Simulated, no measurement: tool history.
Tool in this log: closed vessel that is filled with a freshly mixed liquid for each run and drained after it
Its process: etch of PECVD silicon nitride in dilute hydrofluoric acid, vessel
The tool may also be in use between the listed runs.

run	hour	temperature setpoint of the liquid (°C)	parts of water to one part of 49 % hydrofluoric acid (parts by volume)	time in the liquid (s)	thickness taken off the PECVD silicon nitride on a monitor wafer (Å)
1	0.0	20.0	275	2930	213.55
2	1.3	22.0	275	2930	242.22
3	4.4	23.5	275	2930	265.72
4	6.1	24.5	275	2930	282.85
5	10.3	26.0	275	2930	311.35
6	11.4	24.0	275	2930	273.52

The next listed run, before its measurement:
7	15.1	25.0	275	2930	?

Run 7 measured thickness taken off the PECVD silicon nitride on a monitor wafer (Å) 292.05.
